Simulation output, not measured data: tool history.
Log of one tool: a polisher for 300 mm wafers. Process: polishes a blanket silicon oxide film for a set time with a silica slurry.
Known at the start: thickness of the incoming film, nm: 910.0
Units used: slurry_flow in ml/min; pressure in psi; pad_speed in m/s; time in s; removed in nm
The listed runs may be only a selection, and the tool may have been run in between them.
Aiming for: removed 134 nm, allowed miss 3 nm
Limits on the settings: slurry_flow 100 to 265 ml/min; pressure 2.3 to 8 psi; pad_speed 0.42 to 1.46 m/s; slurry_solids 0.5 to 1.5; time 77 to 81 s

run 1 day=0 | slurry_flow=170 pressure=5.1 pad_speed=0.94 slurry_solids=1 time=77 | removed=210.08
run 2 day=0.2 | slurry_flow=170 pressure=5.1 pad_speed=0.94 slurry_solids=0.8 time=77 | removed=181.48
run 3 day=0.408 | slurry_flow=165 pressure=4.8 pad_speed=0.94 slurry_solids=0.8 time=77 | removed=171.18
run 4 day=0.608 | slurry_flow=165 pressure=4.8 pad_speed=0.94 slurry_solids=0.8 time=77 | removed=169.01
run 5 day=0.712 | slurry_flow=155 pressure=4.6 pad_speed=0.94 slurry_solids=0.8 time=77 | removed=162.94
run 6 day=1.008 | slurry_flow=190 pressure=4.6 pad_speed=0.94 slurry_solids=0.8 time=77 | removed=167.84
run 7 day=1.196 | slurry_flow=180 pressure=4.4 pad_speed=0.94 slurry_solids=0.8 time=77 | removed=160.76
run 8 day=1.546 | slurry_flow=170 pressure=4.3 pad_speed=0.94 slurry_solids=0.8 time=77 | removed=154.34
run 9 day=1.883 | slurry_flow=165 pressure=4.2 pad_speed=0.94 slurry_solids=0.8 time=77 | removed=148.76
-- day=2.25 slurry blender recalibrated
run 10 day=2.25 | slurry_flow=155 pressure=4.2 pad_speed=0.94 slurry_solids=0.8 time=77 | removed=166.15
run 11 day=2.329 | slurry_flow=170 pressure=4.1 pad_speed=0.94 slurry_solids=0.8 time=77 | removed=164.48
run 12 day=2.362 | slurry_flow=165 pressure=3.8 pad_speed=0.92 slurry_solids=0.8 time=77 | removed=149.04
run 13 day=2.571 | slurry_flow=165 pressure=3.6 pad_speed=0.92 slurry_solids=0.8 time=77 | removed=141.69

4 candidate next runs follow, results not yet known. Just one meets every target within its allowed miss. Identify it.
run A day=2.779 | slurry_flow=155 pressure=3.1 pad_speed=0.98 slurry_solids=0.85 time=77 | removed=?
run B day=2.779 | slurry_flow=180 pressure=4.5 pad_speed=1.02 slurry_solids=0.55 time=81 | removed=?
run C day=2.779 | slurry_flow=160 pressure=5.3 pad_speed=0.6 slurry_solids=0.8 time=77 | removed=?
run D day=2.779 | slurry_flow=260 pressure=4.2 pad_speed=0.8 slurry_solids=0.7 time=81 | removed=?

move=A removed=134.88
move=B removed=150.87
move=C removed=146.55
move=D removed=150.75
A: in spec on every target
B: its largest miss is bigger than the last run's
C: its largest miss is bigger than the last run's
D: its largest miss is bigger than the last run's
A is the move that brings every result within its allowed miss.
